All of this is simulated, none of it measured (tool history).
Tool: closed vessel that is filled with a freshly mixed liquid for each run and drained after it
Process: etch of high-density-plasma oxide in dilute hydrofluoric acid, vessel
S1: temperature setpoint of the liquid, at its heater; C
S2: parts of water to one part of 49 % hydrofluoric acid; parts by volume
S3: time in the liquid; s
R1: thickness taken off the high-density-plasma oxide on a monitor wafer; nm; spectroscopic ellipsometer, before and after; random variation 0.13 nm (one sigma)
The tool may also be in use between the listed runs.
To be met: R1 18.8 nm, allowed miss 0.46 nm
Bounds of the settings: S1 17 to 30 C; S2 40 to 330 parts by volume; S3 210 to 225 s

run	hour	S1	S2	S3	R1
1	0	22	185	210	6.9306
2	3.2	24.5	185	210	7.6548
3	4.5	24.5	125	210	12.316
4	8.6	26	115	210	14.135
5	15.9	29.5	115	210	16.509
6	22.6	29.5	175	210	9.993
7	28.7	29.5	150	210	11.855
8	31.9	29.5	135	210	13.563
9	34.8	29.5	125	210	14.795
10	37.4	30	85	210	23.648
11	45	28.5	85	210	22.463
12	51.5	27	85	210	20.97

Which of these 5 next moves meets every target?
A	58	25.5	95	215	?
B	58	30	90	210	?
C	58	27	105	225	?
D	58	26.5	95	210	?
E	58	30	110	225	?

move	R1
A	17.858
B	22.046
C	17.692
D	18.137
E	18.787
A: takes the result that was furthest off past its target
B: further off than the last run
C: takes the result that was furthest off past its target
D: takes the result that was furthest off past its target
E: meets every target
Answer: E
